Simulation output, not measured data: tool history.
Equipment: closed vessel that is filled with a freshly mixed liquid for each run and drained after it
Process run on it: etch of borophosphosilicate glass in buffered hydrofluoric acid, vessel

run	day	temperature setpoint of the liquid (C)	parts of 40 % ammonium fluoride to one part of 49 % hydrofluoric acid (parts by volume)	time in the liquid (s)	thickness taken off the borophosphosilicate glass on a monitor wafer (Å)
1	0.000	21.0	17.0	90	1020.00
2	0.138	21.0	21.5	90	820.64
3	0.408	22.0	20.5	90	896.76
4	0.621	19.0	20.5	90	760.08
5	0.850	19.0	18.5	90	840.13
6	1.104	19.0	15.0	90	1018.50

For run 7, what comes out?
7	1.379	20.5	14.5	90	?

thickness taken off the borophosphosilicate glass on a monitor wafer (Å): 1158.30
